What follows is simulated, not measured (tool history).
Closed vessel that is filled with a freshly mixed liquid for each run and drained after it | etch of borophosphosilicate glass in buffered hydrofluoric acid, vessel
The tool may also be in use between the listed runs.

| run | hour | temperature setpoint of the liquid (K) | parts of 40 % ammonium fluoride to one part of 49 % hydrofluoric acid (parts by volume) | time in the liquid (s) | thickness taken off the borophosphosilicate glass on a monitor wafer (Å) |
|---|---|---|---|---|---|
| 1 | 0 | 296.15 | 22.5 | 90 | 887.14 |
| 2 | 5.8 | 297.65 | 22.5 | 90 | 974.2 |
| 3 | 10.8 | 299.65 | 22.5 | 90 | 1077.6 |
| 4 | 12 | 299.65 | 25 | 90 | 1013.2 |
| 5 | 14.6 | 301.15 | 24 | 90 | 1114.3 |
| 6 | 16 | 302.15 | 23 | 90 | 1209.1 |
| 7 | 22 | 302.65 | 22.5 | 90 | 1249.4 |

Expected results for the next run?
| 8 | 30 | 302.65 | 22.5 | 90 | ? |

Run 8 measured thickness taken off the borophosphosilicate glass on a monitor wafer (Å) 1252.2.
